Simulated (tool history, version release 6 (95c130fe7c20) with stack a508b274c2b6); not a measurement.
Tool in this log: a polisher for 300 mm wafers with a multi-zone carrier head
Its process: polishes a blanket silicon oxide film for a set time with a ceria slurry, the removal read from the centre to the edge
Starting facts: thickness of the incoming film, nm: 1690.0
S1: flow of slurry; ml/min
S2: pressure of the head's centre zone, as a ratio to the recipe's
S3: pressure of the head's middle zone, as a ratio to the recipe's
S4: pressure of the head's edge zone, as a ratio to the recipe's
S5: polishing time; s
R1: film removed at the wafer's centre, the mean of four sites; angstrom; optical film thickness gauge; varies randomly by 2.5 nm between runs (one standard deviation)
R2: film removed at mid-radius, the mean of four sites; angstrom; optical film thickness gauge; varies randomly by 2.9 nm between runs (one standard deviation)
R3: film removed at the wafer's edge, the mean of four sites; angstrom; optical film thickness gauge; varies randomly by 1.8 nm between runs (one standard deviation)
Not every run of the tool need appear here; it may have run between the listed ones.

run	hour	S1	S2	S3	S4	S5	R1	R2	R3
1	0	270	1	1	1	77	3312.7	3331.8	3366.7
2	3.7	270	1	1	1.07	77	3318	3346.5	3472.5
3	12.1	265	0.98	0.98	1.04	75	3217.7	3230.2	3345.8
4	14.2	265	0.98	0.94	1.04	75	3125.2	3170	3293.1
5	17.7	260	0.98	0.92	1.04	74	3118.1	2977.7	3287.7
6	25.6	225	0.98	0.92	1.04	74	3137	3039	3260.1
7	30	225	0.97	0.91	1.03	73	2987.9	2930.7	3193
8	32.1	225	0.96	0.9	1.01	72	2936.5	2926.4	3097.2
9	37	225	0.95	0.89	1.01	71	2870.6	2871.7	3063
10	38.7	225	0.95	0.88	1	71	2799.6	2818.6	3031.5

For run 11, what comes out?
11	45.5	225	0.95	0.87	0.99	71	?	?	?

R1: 2846.6 angstrom
R2: 2787.5 angstrom
R3: 3024.3 angstrom

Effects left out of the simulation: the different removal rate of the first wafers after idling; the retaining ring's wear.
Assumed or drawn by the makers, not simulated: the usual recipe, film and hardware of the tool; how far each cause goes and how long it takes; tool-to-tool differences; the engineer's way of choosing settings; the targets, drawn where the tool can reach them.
